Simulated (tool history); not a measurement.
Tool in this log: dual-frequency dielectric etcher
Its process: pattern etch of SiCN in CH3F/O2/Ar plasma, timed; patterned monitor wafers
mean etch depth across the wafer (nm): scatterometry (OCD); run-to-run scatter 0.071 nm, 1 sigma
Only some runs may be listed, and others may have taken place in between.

run    day  source power (kW)  bias power (kW)  etch time (s)  mean etch depth across the wafer (nm)
  1      0               0.38            0.098             44                                 18.542
  2  0.308               0.34            0.098             44                                 17.712
  3  0.371               0.33            0.097             44                                 17.543
  4  0.504               0.32            0.096             44                                  17.15
  5  0.746               0.31            0.096             44                                 16.904
  6  1.004                0.3            0.096             44                                 16.721

Run 7 comes next. What will it give?
  7  1.246               0.29            0.096             44                                      ?

Run 7 measured mean etch depth across the wafer (nm) 16.553.
